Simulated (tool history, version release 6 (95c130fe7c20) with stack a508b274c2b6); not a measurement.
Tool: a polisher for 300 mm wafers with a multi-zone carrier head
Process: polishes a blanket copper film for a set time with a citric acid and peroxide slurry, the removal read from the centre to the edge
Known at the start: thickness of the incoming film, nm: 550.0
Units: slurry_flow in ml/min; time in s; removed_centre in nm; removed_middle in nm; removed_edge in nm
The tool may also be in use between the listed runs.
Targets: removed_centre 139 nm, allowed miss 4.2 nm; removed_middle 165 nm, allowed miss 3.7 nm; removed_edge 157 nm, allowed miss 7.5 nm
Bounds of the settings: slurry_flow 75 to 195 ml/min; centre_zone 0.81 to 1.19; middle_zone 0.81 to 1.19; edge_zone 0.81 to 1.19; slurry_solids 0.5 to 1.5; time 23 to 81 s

| run | day | slurry_flow | centre_zone | middle_zone | edge_zone | slurry_solids | time | removed_centre | removed_middle | removed_edge |
|---|---|---|---|---|---|---|---|---|---|---|
| 1 | 0 | 125 | 1 | 1 | 1 | 1 | 52 | 124.86 | 117.43 | 114.65 |
| 2 | 0.162 | 125 | 1 | 1 | 1 | 1.2 | 52 | 126.65 | 122.55 | 119.66 |
| 3 | 0.221 | 125 | 1 | 1 | 1.07 | 1.2 | 52 | 127.54 | 122.66 | 122.14 |
| 4 | 0.375 | 155 | 1 | 1 | 1.07 | 1.2 | 52 | 131.44 | 127.81 | 129.4 |
| 5 | 0.467 | 155 | 1 | 1 | 1.03 | 1.2 | 52 | 133.54 | 129.41 | 127.46 |
| 6 | 0.779 | 155 | 1 | 1 | 1.11 | 1.2 | 52 | 133.85 | 127.17 | 127.6 |
| 7 | 0.867 | 165 | 0.97 | 1.02 | 1.11 | 1.3 | 53 | 138.58 | 137.03 | 136.65 |
| 8 | 0.983 | 170 | 0.93 | 1.04 | 1.12 | 1.35 | 54 | 138.66 | 142.02 | 141.22 |
| 9 | 1.246 | 175 | 0.9 | 1.07 | 1.13 | 1.4 | 55 | 138.62 | 148.28 | 148.02 |
| 10 | 1.512 | 180 | 0.89 | 1.1 | 1.13 | 1.45 | 55 | 140.99 | 152.48 | 146.54 |
| 11 | 1.758 | 180 | 0.89 | 1.1 | 1.13 | 1.45 | 55 | 140.52 | 152.72 | 148.5 |
| 12 | 1.829 | 180 | 0.87 | 1.12 | 1.14 | 1.45 | 55 | 135.28 | 156.42 | 145.35 |
| 13 | 1.958 | 180 | 0.86 | 1.12 | 1.15 | 1.45 | 56 | 139.26 | 159.88 | 150.55 |
| 14 | 2.238 | 180 | 0.85 | 1.12 | 1.16 | 1.45 | 56 | 136 | 159.81 | 150.11 |
| 15 | 2.358 | 185 | 0.84 | 1.12 | 1.17 | 1.45 | 56 | 135.51 | 157.53 | 153.15 |
| 16 | 2.4 | 185 | 0.84 | 1.13 | 1.17 | 1.45 | 56 | 135.02 | 162.31 | 154.45 |
| 17 | 2.496 | 190 | 0.85 | 1.13 | 1.17 | 1.45 | 56 | 138.87 | 158.18 | 150.51 |
| 18 | 2.867 | 185 | 0.85 | 1.13 | 1.17 | 1.45 | 56 | 139.33 | 160.21 | 152.46 |
| 19 | 3.042 | 185 | 0.84 | 1.13 | 1.17 | 1.45 | 56 | 135.81 | 160.85 | 151.82 |
| 20 | 3.396 | 185 | 0.84 | 1.13 | 1.18 | 1.5 | 56 | 136.88 | 159.46 | 152.96 |

Which of these 5 next moves meets every target?
| A | 3.75 | 195 | 0.9 | 1.1 | 1.19 | 1.45 | 54 | ? | ? | ? |
| B | 3.75 | 195 | 0.81 | 1.09 | 1.19 | 1.5 | 56 | ? | ? | ? |
| C | 3.75 | 185 | 0.84 | 1.14 | 1.17 | 1.5 | 57 | ? | ? | ? |
| D | 3.75 | 145 | 0.81 | 1.18 | 1.09 | 1.25 | 60 | ? | ? | ? |
| E | 3.75 | 195 | 0.83 | 1.1 | 1.14 | 1.5 | 55 | ? | ? | ? |

| move | removed_centre | removed_middle | removed_edge |
|---|---|---|---|
| A | 140.18 | 152.28 | 149.03 |
| B | 135.32 | 158.06 | 155.57 |
| C | 140.21 | 164.33 | 156.03 |
| D | 132.04 | 163.59 | 148.5 |
| E | 135.31 | 156.16 | 149.66 |
A: further off than the last run
B: further off than the last run
C: meets every target
D: brings the result that was furthest off to its target, and leaves another outside
E: further off than the last run
Move C is the one to make.

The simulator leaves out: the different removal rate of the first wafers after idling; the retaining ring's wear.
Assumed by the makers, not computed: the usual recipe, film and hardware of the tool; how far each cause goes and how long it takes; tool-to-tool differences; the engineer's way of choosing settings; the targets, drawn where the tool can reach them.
